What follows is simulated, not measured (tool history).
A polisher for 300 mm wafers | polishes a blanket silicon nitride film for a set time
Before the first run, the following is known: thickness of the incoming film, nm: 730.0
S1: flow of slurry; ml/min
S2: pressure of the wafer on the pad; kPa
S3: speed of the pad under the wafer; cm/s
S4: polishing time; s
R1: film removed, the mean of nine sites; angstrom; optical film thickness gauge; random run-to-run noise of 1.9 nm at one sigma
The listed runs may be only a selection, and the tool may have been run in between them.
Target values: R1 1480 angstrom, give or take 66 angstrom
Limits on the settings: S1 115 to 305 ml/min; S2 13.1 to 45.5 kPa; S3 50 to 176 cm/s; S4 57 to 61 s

run 1 day=0 | S1=195 S2=29 S3=112 S4=57 | R1=1046.1
run 2 day=0.229 | S1=195 S2=29 S3=112 S4=57 | R1=1026.4
run 3 day=0.562 | S1=195 S2=31 S3=112 S4=57 | R1=1101.4
run 4 day=0.708 | S1=195 S2=33.1 S3=112 S4=57 | R1=1193.9
run 5 day=0.925 | S1=195 S2=37.9 S3=112 S4=57 | R1=1332.9
run 6 day=1.017 | S1=195 S2=38.6 S3=112 S4=57 | R1=1321.4
run 7 day=1.275 | S1=195 S2=39.3 S3=112 S4=57 | R1=1384.7
run 8 day=1.488 | S1=195 S2=40 S3=112 S4=57 | R1=1412.4

Exactly one of the 5 candidate moves below puts every result within its allowed miss. Which one?
run A day=1.7 | S1=200 S2=35.9 S3=102 S4=61 | R1=?
run B day=1.7 | S1=240 S2=39.3 S3=120 S4=57 | R1=?
run C day=1.7 | S1=165 S2=37.2 S3=118 S4=58 | R1=?
run D day=1.7 | S1=290 S2=41.4 S3=92 S4=57 | R1=?
run E day=1.7 | S1=205 S2=38.6 S3=106 S4=57 | R1=?

move=A R1=1275.6
move=B R1=1519.6
move=C R1=1372.4
move=D R1=1317.8
move=E R1=1325.9
A: moves away from the targets compared with the last run
B: every result within its allowed miss
C: moves away from the targets compared with the last run
D: moves away from the targets compared with the last run
E: moves away from the targets compared with the last run
So the answer is move B, the one that meets all the targets.
